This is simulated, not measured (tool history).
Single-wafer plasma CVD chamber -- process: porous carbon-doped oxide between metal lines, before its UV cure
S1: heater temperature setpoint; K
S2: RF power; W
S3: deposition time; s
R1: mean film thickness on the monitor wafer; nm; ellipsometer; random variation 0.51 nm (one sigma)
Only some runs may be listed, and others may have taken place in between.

{"run": 1, "hour": 0.0, "S1": 558.15, "S2": 610, "S3": 27.9, "R1": 204.55}
{"run": 2, "hour": 2.5, "S1": 565.15, "S2": 605, "S3": 27.9, "R1": 193.3}
{"run": 3, "hour": 5.2, "S1": 569.15, "S2": 600, "S3": 27.9, "R1": 186.5}
{"run": 4, "hour": 7.5, "S1": 569.15, "S2": 570, "S3": 27.9, "R1": 181.89}
{"run": 5, "hour": 13.6, "S1": 570.15, "S2": 570, "S3": 27.9, "R1": 180.42}
{"run": 6, "hour": 16.8, "S1": 579.15, "S2": 570, "S3": 27.9, "R1": 170.21}

For run 7, what comes out?
{"run": 7, "hour": 18.6, "S1": 577.15, "S2": 570, "S3": 27.9, "R1": "?"}

{"run 7": {"R1": 171.44}}
